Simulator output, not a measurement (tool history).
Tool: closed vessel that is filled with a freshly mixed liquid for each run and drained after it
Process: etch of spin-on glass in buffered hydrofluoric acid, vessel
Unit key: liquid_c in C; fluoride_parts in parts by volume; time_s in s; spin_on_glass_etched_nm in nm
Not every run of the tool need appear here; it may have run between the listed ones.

| run | hour | liquid_c | fluoride_parts | time_s | spin_on_glass_etched_nm |
|---|---|---|---|---|---|
| 1 | 0.0 | 24.0 | 10.5 | 85 | 270.57 |
| 2 | 7.1 | 26.0 | 10.5 | 85 | 299.96 |
| 3 | 11.4 | 25.0 | 10.5 | 85 | 285.72 |
| 4 | 18.2 | 24.0 | 10.5 | 85 | 269.63 |
| 5 | 20.9 | 23.5 | 10.5 | 85 | 261.28 |
| 6 | 23.2 | 23.0 | 10.5 | 85 | 256.32 |
| 7 | 31.6 | 22.5 | 10.5 | 85 | 249.77 |
| 8 | 33.0 | 22.0 | 10.5 | 85 | 240.62 |
| 9 | 40.7 | 21.5 | 10.5 | 85 | 235.30 |
| 10 | 48.7 | 21.5 | 10.5 | 85 | 235.62 |
| 11 | 58.0 | 21.0 | 10.5 | 85 | 228.07 |

Predict the results of run 12:
| 12 | 60.2 | 21.0 | 10.5 | 85 | ? |

spin_on_glass_etched_nm: 228.09 nm

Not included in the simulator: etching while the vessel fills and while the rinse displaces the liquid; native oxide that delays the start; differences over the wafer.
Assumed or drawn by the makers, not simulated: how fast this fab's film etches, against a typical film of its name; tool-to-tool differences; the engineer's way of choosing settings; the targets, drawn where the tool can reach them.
